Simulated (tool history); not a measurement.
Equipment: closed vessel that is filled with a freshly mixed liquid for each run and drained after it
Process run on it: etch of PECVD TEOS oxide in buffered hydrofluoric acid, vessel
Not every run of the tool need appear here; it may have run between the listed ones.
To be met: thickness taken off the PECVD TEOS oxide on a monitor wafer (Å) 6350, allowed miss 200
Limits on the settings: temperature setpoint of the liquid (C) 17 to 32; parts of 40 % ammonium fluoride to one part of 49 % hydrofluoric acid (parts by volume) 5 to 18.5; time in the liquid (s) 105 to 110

run	day	temperature setpoint of the liquid (C)	parts of 40 % ammonium fluoride to one part of 49 % hydrofluoric acid (parts by volume)	time in the liquid (s)	thickness taken off the PECVD TEOS oxide on a monitor wafer (Å)
1	0	25	11.5	105	3734.3
2	0.329	23	11.5	105	3422.2
3	0.55	25.5	11.5	105	3866.8
4	0.85	25.5	13.5	105	3274.9
5	1.196	23	13.5	105	2888.6
6	1.546	24.5	12.5	105	3369.2
7	1.862	28.5	9	105	5610.8
8	2.038	29	9	105	5683.6
9	2.421	29.5	9	105	5929.7
10	2.725	30	9	105	6090.6

Which one of the following 5 next-run settings gets every result inside its allowed miss? There is exactly one.
A	3.029	31	9	105	?
B	3.029	30.5	10	105	?
C	3.029	29.5	9	105	?
D	3.029	20.5	5.5	105	?
E	3.029	28.5	8.5	105	?

move	thickness taken off the PECVD TEOS oxide on a monitor wafer (Å)
A	6444.9
B	5877.3
C	5958.4
D	5912.5
E	6013.8
A: hits every target within its allowed miss
B: the biggest miss grows against the last run
C: the biggest miss grows against the last run
D: the biggest miss grows against the last run
E: the biggest miss grows against the last run
The right move is A.
